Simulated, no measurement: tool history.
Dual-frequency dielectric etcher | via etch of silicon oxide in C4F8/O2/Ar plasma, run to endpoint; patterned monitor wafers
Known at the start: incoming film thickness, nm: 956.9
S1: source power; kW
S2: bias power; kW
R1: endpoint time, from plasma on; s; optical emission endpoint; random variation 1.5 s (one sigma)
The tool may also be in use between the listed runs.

| run | hour | S1 | S2 | R1 |
|---|---|---|---|---|
| 1 | 0.0 | 1.740 | 2.389 | 191.65 |
| 2 | 7.0 | 1.740 | 2.794 | 180.53 |
| 3 | 13.5 | 1.740 | 3.122 | 170.65 |
| 4 | 15.0 | 1.560 | 2.784 | 186.17 |
| 5 | 22.2 | 1.820 | 2.784 | 176.87 |
| 6 | 29.6 | 1.620 | 2.501 | 193.43 |
| 7 | 33.3 | 1.470 | 2.302 | 207.10 |
| 8 | 35.3 | 1.360 | 2.172 | 217.14 |

The next listed run, before its measurement:
| 9 | 38.8 | 1.280 | 2.079 | ? |

{"run 9": {"R1": 227.53}}
